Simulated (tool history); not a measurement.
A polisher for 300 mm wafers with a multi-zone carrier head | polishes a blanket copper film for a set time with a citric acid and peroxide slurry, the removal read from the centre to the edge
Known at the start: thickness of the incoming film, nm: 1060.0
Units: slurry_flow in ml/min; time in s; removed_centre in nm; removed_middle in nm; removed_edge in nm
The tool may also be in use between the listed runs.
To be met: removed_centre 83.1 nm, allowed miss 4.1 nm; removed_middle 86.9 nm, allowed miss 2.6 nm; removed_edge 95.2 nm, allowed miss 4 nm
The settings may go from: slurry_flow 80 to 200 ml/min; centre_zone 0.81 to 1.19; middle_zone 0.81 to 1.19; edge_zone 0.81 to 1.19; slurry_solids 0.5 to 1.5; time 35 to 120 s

run 1 hour=0 | slurry_flow=130 centre_zone=1 middle_zone=1 edge_zone=1 slurry_solids=1 time=77 | removed_centre=109.87 removed_middle=125.75 removed_edge=125.89
run 2 hour=3 | slurry_flow=130 centre_zone=1 middle_zone=1 edge_zone=1 slurry_solids=0.8 time=77 | removed_centre=106.42 removed_middle=122.68 removed_edge=121.93
run 3 hour=10.7 | slurry_flow=125 centre_zone=0.99 middle_zone=0.97 edge_zone=0.98 slurry_solids=0.75 time=75 | removed_centre=100.31 removed_middle=113.3 removed_edge=116.64
run 4 hour=12.8 | slurry_flow=125 centre_zone=0.99 middle_zone=0.97 edge_zone=0.91 slurry_solids=0.75 time=75 | removed_centre=102.27 removed_middle=115.37 removed_edge=109.85
run 5 hour=21 | slurry_flow=125 centre_zone=0.99 middle_zone=0.97 edge_zone=0.91 slurry_solids=0.75 time=82 | removed_centre=108.35 removed_middle=126.24 removed_edge=122.94
run 6 hour=28.2 | slurry_flow=125 centre_zone=0.99 middle_zone=0.92 edge_zone=0.91 slurry_solids=0.75 time=82 | removed_centre=108.44 removed_middle=120.48 removed_edge=124.25
run 7 hour=34.5 | slurry_flow=120 centre_zone=0.99 middle_zone=0.9 edge_zone=0.9 slurry_solids=0.7 time=79 | removed_centre=105.75 removed_middle=111.2 removed_edge=115.48
-- hour=42.6 centre zone pressure recalibrated
run 8 hour=42.6 | slurry_flow=115 centre_zone=0.97 middle_zone=0.88 edge_zone=0.89 slurry_solids=0.65 time=77 | removed_centre=111.44 removed_middle=104.18 removed_edge=110.48
run 9 hour=44.1 | slurry_flow=130 centre_zone=0.98 middle_zone=0.89 edge_zone=0.93 slurry_solids=0.65 time=71 | removed_centre=104.16 removed_middle=100.23 removed_edge=106.7
run 10 hour=48.3 | slurry_flow=120 centre_zone=0.95 middle_zone=0.91 edge_zone=0.96 slurry_solids=0.65 time=69 | removed_centre=95.333 removed_middle=97.167 removed_edge=102.22

4 next moves are on the table. One of them brings every result within its allowed miss. Which?
run A hour=52.5 | slurry_flow=145 centre_zone=1.03 middle_zone=0.94 edge_zone=0.89 slurry_solids=0.5 time=75 | removed_centre=? removed_middle=? removed_edge=?
run B hour=52.5 | slurry_flow=125 centre_zone=0.87 middle_zone=0.86 edge_zone=0.94 slurry_solids=0.7 time=63 | removed_centre=? removed_middle=? removed_edge=?
run C hour=52.5 | slurry_flow=145 centre_zone=1.16 middle_zone=0.81 edge_zone=0.81 slurry_solids=0.5 time=68 | removed_centre=? removed_middle=? removed_edge=?
run D hour=52.5 | slurry_flow=115 centre_zone=0.81 middle_zone=0.88 edge_zone=1.19 slurry_solids=0.6 time=71 | removed_centre=? removed_middle=? removed_edge=?

move=A removed_centre=116.91 removed_middle=110.93 removed_edge=109.15
move=B removed_centre=82.476 removed_middle=86.857 removed_edge=95.071
move=C removed_centre=119.37 removed_middle=89.218 removed_edge=95.047
move=D removed_centre=83.183 removed_middle=96.165 removed_edge=116.87
A: further off than the last run
B: meets every target
C: brings the result that was furthest off to its target, and leaves another outside
D: further off than the last run
The right move is B.

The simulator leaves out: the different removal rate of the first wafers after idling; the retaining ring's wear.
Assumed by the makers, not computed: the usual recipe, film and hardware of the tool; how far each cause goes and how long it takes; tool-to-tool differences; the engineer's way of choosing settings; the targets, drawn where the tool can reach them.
